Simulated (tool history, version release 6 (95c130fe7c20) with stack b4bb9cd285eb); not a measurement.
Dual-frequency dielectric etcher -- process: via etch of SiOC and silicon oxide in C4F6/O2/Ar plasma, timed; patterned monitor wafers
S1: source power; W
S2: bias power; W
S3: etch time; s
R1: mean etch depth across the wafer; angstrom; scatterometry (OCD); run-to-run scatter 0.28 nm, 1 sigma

{"run": 1, "hour": 0.0, "S1": 450, "S2": 184, "S3": 54, "R1": 684.25}
{"run": 2, "hour": 2.7, "S1": 450, "S2": 211, "S3": 54, "R1": 718.62}
{"run": 3, "hour": 5.1, "S1": 450, "S2": 211, "S3": 54, "R1": 721.0}
{"run": 4, "hour": 6.1, "S1": 450, "S2": 197, "S3": 54, "R1": 709.57}
{"run": 5, "hour": 12.2, "S1": 410, "S2": 195, "S3": 54, "R1": 680.91}
{"run": 6, "hour": 13.7, "S1": 410, "S2": 174, "S3": 54, "R1": 660.05}
{"run": 7, "hour": 14.2, "S1": 390, "S2": 173, "S3": 54, "R1": 649.68}

The next listed run, before its measurement:
{"run": 8, "hour": 17.0, "S1": 380, "S2": 172, "S3": 54, "R1": "?"}

R1: 646.07 angstrom
